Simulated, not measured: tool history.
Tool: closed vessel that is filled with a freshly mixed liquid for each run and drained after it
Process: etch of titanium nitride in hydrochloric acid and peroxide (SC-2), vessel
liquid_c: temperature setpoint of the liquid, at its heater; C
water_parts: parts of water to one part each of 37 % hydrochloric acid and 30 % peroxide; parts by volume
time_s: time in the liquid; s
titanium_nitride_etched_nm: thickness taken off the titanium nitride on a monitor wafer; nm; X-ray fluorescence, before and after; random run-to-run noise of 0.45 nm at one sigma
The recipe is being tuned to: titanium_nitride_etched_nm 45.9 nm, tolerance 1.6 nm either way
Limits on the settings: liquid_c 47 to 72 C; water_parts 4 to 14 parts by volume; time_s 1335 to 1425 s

run,hour,liquid_c,water_parts,time_s,titanium_nitride_etched_nm
1,0,63,7.5,1335,53.073
2,9.3,62.5,7.5,1335,50.299
3,16.6,62.5,7.5,1335,51.255
4,23.5,62.5,6,1335,61.646
5,32.1,62,6,1335,58.949
6,35.3,61.5,6,1335,56.964
7,39.4,61,6,1335,54.729
8,46,57.5,6,1335,43.681

Pick the move, out of 4, that brings all results within their allowed miss; only one does.
A,52.6,58,6.5,1335,?
B,52.6,60,7.5,1335,?
C,52.6,56,5.5,1335,?
D,52.6,55,4.5,1335,?

move,titanium_nitride_etched_nm
A,43.199
B,43.852
C,43.087
D,46.613
A: lands further from the targets than the last run did
B: nearer the targets than the last run, but a result is still out of spec
C: lands further from the targets than the last run did
D: each result inside its tolerance
D meets every target.

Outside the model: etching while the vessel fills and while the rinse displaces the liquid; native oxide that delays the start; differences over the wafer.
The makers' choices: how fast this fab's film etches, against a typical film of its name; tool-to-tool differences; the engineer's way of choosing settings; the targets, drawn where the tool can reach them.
